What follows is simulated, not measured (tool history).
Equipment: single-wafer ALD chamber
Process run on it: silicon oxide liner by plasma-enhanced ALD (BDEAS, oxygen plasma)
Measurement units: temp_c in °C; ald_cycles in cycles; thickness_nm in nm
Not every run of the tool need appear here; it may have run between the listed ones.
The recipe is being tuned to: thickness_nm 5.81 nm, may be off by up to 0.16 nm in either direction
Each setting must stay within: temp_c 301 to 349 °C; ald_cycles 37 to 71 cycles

{"run": 1, "day": 0.0, "temp_c": 325, "ald_cycles": 54, "thickness_nm": 4.7967}
{"run": 2, "day": 0.279, "temp_c": 325, "ald_cycles": 56, "thickness_nm": 4.9808}
{"run": 3, "day": 0.521, "temp_c": 325, "ald_cycles": 49, "thickness_nm": 4.3787}
{"run": 4, "day": 0.633, "temp_c": 314, "ald_cycles": 49, "thickness_nm": 4.4223}
{"run": 5, "day": 0.758, "temp_c": 306, "ald_cycles": 49, "thickness_nm": 4.4767}
{"run": 6, "day": 0.962, "temp_c": 302, "ald_cycles": 49, "thickness_nm": 4.4985}
{"run": 7, "day": 1.0, "temp_c": 302, "ald_cycles": 49, "thickness_nm": 4.4844}
{"run": 8, "day": 1.283, "temp_c": 302, "ald_cycles": 51, "thickness_nm": 4.6451}
{"run": 9, "day": 1.362, "temp_c": 302, "ald_cycles": 53, "thickness_nm": 4.8467}
{"run": 10, "day": 1.562, "temp_c": 302, "ald_cycles": 54, "thickness_nm": 4.9325}
{"run": 11, "day": 1.792, "temp_c": 302, "ald_cycles": 55, "thickness_nm": 5.0607}
{"run": 12, "day": 1.858, "temp_c": 302, "ald_cycles": 56, "thickness_nm": 5.1104}
{"run": 13, "day": 2.067, "temp_c": 302, "ald_cycles": 57, "thickness_nm": 5.2331}
{"run": 14, "day": 2.112, "temp_c": 302, "ald_cycles": 58, "thickness_nm": 5.3192}
{"run": 15, "day": 2.329, "temp_c": 302, "ald_cycles": 58, "thickness_nm": 5.3132}
{"run": 16, "day": 2.454, "temp_c": 302, "ald_cycles": 59, "thickness_nm": 5.4259}
{"run": 17, "day": 2.583, "temp_c": 302, "ald_cycles": 60, "thickness_nm": 5.464}
{"run": 18, "day": 2.954, "temp_c": 302, "ald_cycles": 61, "thickness_nm": 5.5518}

Of the 4 settings listed for the next run, only one would bring every result within its allowed miss of target. Which one?
{"run": "A", "day": 3.325, "temp_c": 302, "ald_cycles": 59, "thickness_nm": "?"}
{"run": "B", "day": 3.325, "temp_c": 301, "ald_cycles": 59, "thickness_nm": "?"}
{"run": "C", "day": 3.325, "temp_c": 301, "ald_cycles": 57, "thickness_nm": "?"}
{"run": "D", "day": 3.325, "temp_c": 302, "ald_cycles": 63, "thickness_nm": "?"}

move=A thickness_nm=5.4116
move=B thickness_nm=5.4183
move=C thickness_nm=5.2346
move=D thickness_nm=5.7784
A: misses by more than the last run did
B: misses by more than the last run did
C: misses by more than the last run did
D: every result lands within tolerance
So the answer is move D, the one that meets all the targets.

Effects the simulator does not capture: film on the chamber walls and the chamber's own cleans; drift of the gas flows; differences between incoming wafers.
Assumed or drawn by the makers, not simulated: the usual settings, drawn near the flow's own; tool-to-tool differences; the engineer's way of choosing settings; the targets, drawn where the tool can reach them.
